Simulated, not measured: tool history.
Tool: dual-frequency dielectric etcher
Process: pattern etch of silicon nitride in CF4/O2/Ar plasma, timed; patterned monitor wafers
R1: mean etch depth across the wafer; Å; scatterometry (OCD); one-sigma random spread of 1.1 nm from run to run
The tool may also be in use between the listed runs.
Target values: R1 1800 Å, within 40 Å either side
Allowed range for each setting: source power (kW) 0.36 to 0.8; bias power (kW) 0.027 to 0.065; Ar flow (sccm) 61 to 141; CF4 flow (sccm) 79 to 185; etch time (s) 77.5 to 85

Run 1, hour 0: source power (kW) 0.58, bias power (kW) 0.046, Ar flow (sccm) 101, CF4 flow (sccm) 132, etch time (s) 85. Result: R1 2141.9 Å.
Run 2, hour 7.3: source power (kW) 0.58, bias power (kW) 0.049, Ar flow (sccm) 101, CF4 flow (sccm) 132, etch time (s) 85. Result: R1 2193.4 Å.
Run 3, hour 10.6: source power (kW) 0.58, bias power (kW) 0.049, Ar flow (sccm) 101, CF4 flow (sccm) 132, etch time (s) 85. Result: R1 2201.2 Å.
Run 4, hour 16.1: source power (kW) 0.66, bias power (kW) 0.049, Ar flow (sccm) 101, CF4 flow (sccm) 132, etch time (s) 85. Result: R1 2499.9 Å.
Run 5, hour 23.6: source power (kW) 0.66, bias power (kW) 0.049, Ar flow (sccm) 101, CF4 flow (sccm) 132, etch time (s) 77.5. Result: R1 2284.9 Å.
Run 6, hour 26.5: source power (kW) 0.66, bias power (kW) 0.049, Ar flow (sccm) 101, CF4 flow (sccm) 132, etch time (s) 85. Result: R1 2497.8 Å.
At hour 27: bias power generator calibrated.
Run 7, hour 27: source power (kW) 0.59, bias power (kW) 0.048, Ar flow (sccm) 101, CF4 flow (sccm) 132, etch time (s) 85. Result: R1 2244.4 Å.
Run 8, hour 33.5: source power (kW) 0.54, bias power (kW) 0.047, Ar flow (sccm) 101, CF4 flow (sccm) 132, etch time (s) 85. Result: R1 2056.7 Å.
Run 9, hour 42: source power (kW) 0.51, bias power (kW) 0.047, Ar flow (sccm) 101, CF4 flow (sccm) 132, etch time (s) 85. Result: R1 1917 Å.

Which single option among these 4 for the next run brings every result within its allowed miss of target? Just one does.
Run A, hour 50.5: source power (kW) 0.46, bias power (kW) 0.056, Ar flow (sccm) 89, CF4 flow (sccm) 94, etch time (s) 85. Result: R1 ?.
Run B, hour 50.5: source power (kW) 0.49, bias power (kW) 0.048, Ar flow (sccm) 101, CF4 flow (sccm) 145, etch time (s) 84. Result: R1 ?.
Run C, hour 50.5: source power (kW) 0.52, bias power (kW) 0.056, Ar flow (sccm) 116, CF4 flow (sccm) 143, etch time (s) 80. Result: R1 ?.
Run D, hour 50.5: source power (kW) 0.51, bias power (kW) 0.05, Ar flow (sccm) 93, CF4 flow (sccm) 120, etch time (s) 82. Result: R1 ?.

move      R1
   A  1778.3
   B  1861.4
   C  2003.8
   D  1886.8
A: every result lands within tolerance
B: nearer the targets than the last run, but a result is still out of spec
C: misses by more than the last run did
D: nearer the targets than the last run, but a result is still out of spec
A is the move that brings every result within its allowed miss.

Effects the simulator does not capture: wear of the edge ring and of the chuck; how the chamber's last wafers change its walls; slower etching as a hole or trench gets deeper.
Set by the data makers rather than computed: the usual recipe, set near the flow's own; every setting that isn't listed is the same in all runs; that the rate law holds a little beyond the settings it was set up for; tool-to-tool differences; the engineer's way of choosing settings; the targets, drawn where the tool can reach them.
